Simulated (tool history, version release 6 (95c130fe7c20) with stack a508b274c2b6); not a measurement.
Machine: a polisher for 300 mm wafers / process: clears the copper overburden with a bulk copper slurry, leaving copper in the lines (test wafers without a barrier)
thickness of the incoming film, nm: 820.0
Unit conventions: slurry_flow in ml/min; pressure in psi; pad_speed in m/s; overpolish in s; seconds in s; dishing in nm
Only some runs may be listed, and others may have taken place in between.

run 1 hour=0.0 | slurry_flow=265 pressure=3.3 pad_speed=0.94 slurry_solids=1.00 overpolish=20 | seconds=68.186 dishing=78.342
run 2 hour=0.6 | slurry_flow=265 pressure=3.1 pad_speed=0.96 slurry_solids=1.00 overpolish=18 | seconds=72.949 dishing=75.256
run 3 hour=4.7 | slurry_flow=265 pressure=3.1 pad_speed=0.96 slurry_solids=1.15 overpolish=18 | seconds=71.255 dishing=75.193
run 4 hour=13.1 | slurry_flow=265 pressure=2.6 pad_speed=0.96 slurry_solids=1.15 overpolish=18 | seconds=82.620 dishing=69.475
run 5 hour=16.1 | slurry_flow=265 pressure=2.6 pad_speed=0.96 slurry_solids=1.05 overpolish=18 | seconds=85.562 dishing=67.626
run 6 hour=23.9 | slurry_flow=265 pressure=2.6 pad_speed=0.74 slurry_solids=1.05 overpolish=18 | seconds=98.921 dishing=63.763
run 7 hour=26.7 | slurry_flow=275 pressure=2.6 pad_speed=0.76 slurry_solids=1.05 overpolish=17 | seconds=98.988 dishing=62.276
run 8 hour=34.4 | slurry_flow=285 pressure=2.6 pad_speed=0.76 slurry_solids=1.05 overpolish=16 | seconds=95.432 dishing=61.622
run 9 hour=38.6 | slurry_flow=290 pressure=2.6 pad_speed=0.76 slurry_solids=1.05 overpolish=15 | seconds=97.957 dishing=60.475
run 10 hour=45.9 | slurry_flow=295 pressure=2.6 pad_speed=0.76 slurry_solids=1.05 overpolish=14 | seconds=96.115 dishing=57.372
run 11 hour=48.8 | slurry_flow=300 pressure=2.6 pad_speed=0.76 slurry_solids=1.05 overpolish=14 | seconds=95.045 dishing=57.222
run 12 hour=53.2 | slurry_flow=305 pressure=2.6 pad_speed=0.76 slurry_solids=1.05 overpolish=14 | seconds=96.834 dishing=56.877
run 13 hour=61.3 | slurry_flow=310 pressure=2.6 pad_speed=0.76 slurry_solids=1.05 overpolish=14 | seconds=94.211 dishing=57.662
run 14 hour=65.9 | slurry_flow=315 pressure=2.6 pad_speed=0.76 slurry_solids=1.05 overpolish=14 | seconds=96.821 dishing=57.505
run 15 hour=73.8 | slurry_flow=315 pressure=2.7 pad_speed=0.78 slurry_solids=1.05 overpolish=7 | seconds=93.386 dishing=37.727
run 16 hour=76.5 | slurry_flow=320 pressure=2.7 pad_speed=0.78 slurry_solids=1.05 overpolish=8 | seconds=90.833 dishing=41.834
run 17 hour=83.5 | slurry_flow=325 pressure=2.7 pad_speed=0.78 slurry_solids=1.05 overpolish=8 | seconds=93.154 dishing=42.218
run 18 hour=88.9 | slurry_flow=330 pressure=2.7 pad_speed=0.78 slurry_solids=1.05 overpolish=8 | seconds=92.374 dishing=42.843

What does the tool deliver on the next run?
run 19 hour=96.9 | slurry_flow=335 pressure=2.7 pad_speed=0.78 slurry_solids=1.05 overpolish=8 | seconds=? dishing=?

For run 19 the tool returned seconds 92.105 s, dishing 42.400 nm.
